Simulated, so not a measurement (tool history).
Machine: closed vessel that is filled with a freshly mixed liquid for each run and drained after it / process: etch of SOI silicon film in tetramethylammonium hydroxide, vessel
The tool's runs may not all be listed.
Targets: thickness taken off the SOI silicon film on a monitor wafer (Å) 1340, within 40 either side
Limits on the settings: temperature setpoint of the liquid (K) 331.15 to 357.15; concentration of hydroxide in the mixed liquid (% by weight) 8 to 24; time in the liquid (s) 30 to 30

| run | hour | temperature setpoint of the liquid (K) | concentration of hydroxide in the mixed liquid (% by weight) | time in the liquid (s) | thickness taken off the SOI silicon film on a monitor wafer (Å) |
|---|---|---|---|---|---|
| 1 | 0 | 344.15 | 16 | 30 | 2012.8 |
| 2 | 3.8 | 342.15 | 16 | 30 | 1773.6 |
| 3 | 8 | 340.65 | 16 | 30 | 1640.9 |
| 4 | 16.1 | 345.15 | 16 | 30 | 2155.1 |
| 5 | 22.6 | 345.15 | 16 | 30 | 2107.9 |
| 6 | 30.5 | 342.65 | 16 | 30 | 1823.3 |
| 7 | 32.4 | 341.15 | 16 | 30 | 1691.8 |
| 8 | 39 | 336.15 | 16 | 30 | 1248.3 |
| 9 | 44 | 336.65 | 16 | 30 | 1278.2 |

Which single option among these 4 for the next run brings every result within its allowed miss of target? Just one does.
| A | 49 | 337.65 | 17 | 30 | ? |
| B | 49 | 336.15 | 16 | 30 | ? |
| C | 49 | 335.65 | 15 | 30 | ? |
| D | 49 | 335.15 | 15 | 30 | ? |

| move | thickness taken off the SOI silicon film on a monitor wafer (Å) |
|---|---|
| A | 1354.6 |
| B | 1263.6 |
| C | 1251.8 |
| D | 1213.9 |
A: hits every target within its allowed miss
B: its largest miss is bigger than the last run's
C: its largest miss is bigger than the last run's
D: its largest miss is bigger than the last run's
The move that meets every target is A.
